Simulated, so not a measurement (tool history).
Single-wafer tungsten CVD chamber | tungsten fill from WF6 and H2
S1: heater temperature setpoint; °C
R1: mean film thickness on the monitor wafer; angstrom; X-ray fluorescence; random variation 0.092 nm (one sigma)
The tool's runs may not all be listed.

run 1 day=0 | S1=375 chamber_pressure_(Pa)=4733 deposition_time_(s)=24.3 | R1=443.7
run 2 day=0.338 | S1=375 chamber_pressure_(Pa)=4733 deposition_time_(s)=24.3 | R1=444.11
run 3 day=0.412 | S1=375 chamber_pressure_(Pa)=4053 deposition_time_(s)=24.3 | R1=423.69
run 4 day=0.617 | S1=371 chamber_pressure_(Pa)=4026 deposition_time_(s)=24.3 | R1=391.98
run 5 day=0.917 | S1=371 chamber_pressure_(Pa)=4026 deposition_time_(s)=24.3 | R1=394.03
run 6 day=1.225 | S1=382 chamber_pressure_(Pa)=4026 deposition_time_(s)=24.3 | R1=480.41

The next listed run, before its measurement:
run 7 day=1.254 | S1=382 chamber_pressure_(Pa)=4026 deposition_time_(s)=24.3 | R1=?

{"run 7": {"R1": 481.12}}

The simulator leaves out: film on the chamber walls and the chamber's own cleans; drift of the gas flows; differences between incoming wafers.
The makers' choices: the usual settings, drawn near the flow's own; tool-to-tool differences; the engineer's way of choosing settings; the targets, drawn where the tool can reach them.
